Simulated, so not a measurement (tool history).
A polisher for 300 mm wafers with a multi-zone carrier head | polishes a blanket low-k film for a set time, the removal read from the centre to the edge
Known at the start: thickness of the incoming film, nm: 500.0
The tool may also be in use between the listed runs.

run	hour	flow of slurry (ml/min)	pressure of the head's centre zone	pressure of the head's middle zone	pressure of the head's edge zone	abrasive content of the slurry	polishing time (s)	film removed at the wafer's centre (angstrom)	film removed at mid-radius (angstrom)	film removed at the wafer's edge (angstrom)
1	0	220	1	1	1	1	67	357.72	366.1	367.6
2	8.6	215	1	0.97	0.97	0.95	67	343.98	346.24	352.64
3	14.9	210	1	0.94	0.94	0.9	67	327.63	328.33	334.28
4	19.7	200	1.01	0.91	0.92	0.9	67	328.11	311.4	328.98
5	20.7	250	1.01	0.91	0.92	0.9	67	339.15	323	334.98
6	23.3	250	1.05	0.91	0.92	0.9	67	350.57	318.68	335.24
7	23.9	240	1.04	0.89	0.9	0.9	67	341.41	315.09	333.31

Forecast run 8:
8	29.3	205	1.04	0.83	0.82	0.8	67	?	?	?

Run 8 gave film removed at the wafer's centre (angstrom) 318.65, film removed at mid-radius (angstrom) 270.92, film removed at the wafer's edge (angstrom) 293.86.
